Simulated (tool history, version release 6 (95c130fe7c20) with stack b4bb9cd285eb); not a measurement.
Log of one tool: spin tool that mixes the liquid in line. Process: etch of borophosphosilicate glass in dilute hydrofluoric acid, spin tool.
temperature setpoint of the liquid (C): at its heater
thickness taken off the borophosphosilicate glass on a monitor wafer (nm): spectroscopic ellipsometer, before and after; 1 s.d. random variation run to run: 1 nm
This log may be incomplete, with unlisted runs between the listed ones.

| run | hour | temperature setpoint of the liquid (C) | parts of water to one part of 49 % hydrofluoric acid (parts by volume) | time under the liquid (s) | thickness taken off the borophosphosilicate glass on a monitor wafer (nm) |
|---|---|---|---|---|---|
| 1 | 0.0 | 22.0 | 160 | 225 | 75.069 |
| 2 | 6.4 | 23.5 | 160 | 225 | 79.333 |
| 3 | 10.2 | 24.5 | 160 | 225 | 82.698 |
| 4 | 14.2 | 25.5 | 160 | 225 | 83.847 |
| 5 | 22.5 | 25.5 | 195 | 225 | 66.578 |
| 6 | 31.1 | 28.5 | 195 | 225 | 75.117 |
| 7 | 37.7 | 29.0 | 185 | 225 | 80.060 |
| 8 | 39.5 | 29.0 | 180 | 225 | 84.741 |

Forecast run 9:
| 9 | 45.9 | 29.0 | 175 | 225 | ? |

Run 9 yielded thickness taken off the borophosphosilicate glass on a monitor wafer (nm) 86.019.

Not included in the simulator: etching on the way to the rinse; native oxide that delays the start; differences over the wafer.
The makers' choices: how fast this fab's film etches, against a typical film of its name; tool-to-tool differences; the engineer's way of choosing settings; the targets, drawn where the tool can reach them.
